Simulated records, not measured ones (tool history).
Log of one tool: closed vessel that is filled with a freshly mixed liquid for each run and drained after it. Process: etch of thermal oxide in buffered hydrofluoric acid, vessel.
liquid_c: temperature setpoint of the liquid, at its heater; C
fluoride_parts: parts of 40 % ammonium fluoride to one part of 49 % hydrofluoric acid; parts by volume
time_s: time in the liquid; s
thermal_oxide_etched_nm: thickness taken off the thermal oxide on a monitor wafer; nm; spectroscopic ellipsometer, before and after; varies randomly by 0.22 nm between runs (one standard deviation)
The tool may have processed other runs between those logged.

{"run": 1, "hour": 0.0, "liquid_c": 23.0, "fluoride_parts": 23.5, "time_s": 95, "thermal_oxide_etched_nm": 43.546}
{"run": 2, "hour": 5.0, "liquid_c": 23.5, "fluoride_parts": 23.5, "time_s": 95, "thermal_oxide_etched_nm": 44.912}
{"run": 3, "hour": 11.3, "liquid_c": 22.0, "fluoride_parts": 23.5, "time_s": 95, "thermal_oxide_etched_nm": 41.4}
{"run": 4, "hour": 14.7, "liquid_c": 23.0, "fluoride_parts": 23.5, "time_s": 95, "thermal_oxide_etched_nm": 43.452}
{"run": 5, "hour": 18.1, "liquid_c": 23.5, "fluoride_parts": 23.5, "time_s": 95, "thermal_oxide_etched_nm": 44.904}
{"run": 6, "hour": 25.3, "liquid_c": 23.5, "fluoride_parts": 30.0, "time_s": 95, "thermal_oxide_etched_nm": 38.15}
{"run": 7, "hour": 34.5, "liquid_c": 24.5, "fluoride_parts": 30.0, "time_s": 95, "thermal_oxide_etched_nm": 40.086}
{"run": 8, "hour": 36.1, "liquid_c": 25.5, "fluoride_parts": 30.0, "time_s": 95, "thermal_oxide_etched_nm": 41.864}

Run 9 has not been measured yet. What should we expect?
{"run": 9, "hour": 44.5, "liquid_c": 26.5, "fluoride_parts": 30.0, "time_s": 95, "thermal_oxide_etched_nm": "?"}

Run 9 gave thermal_oxide_etched_nm 44.462 nm.
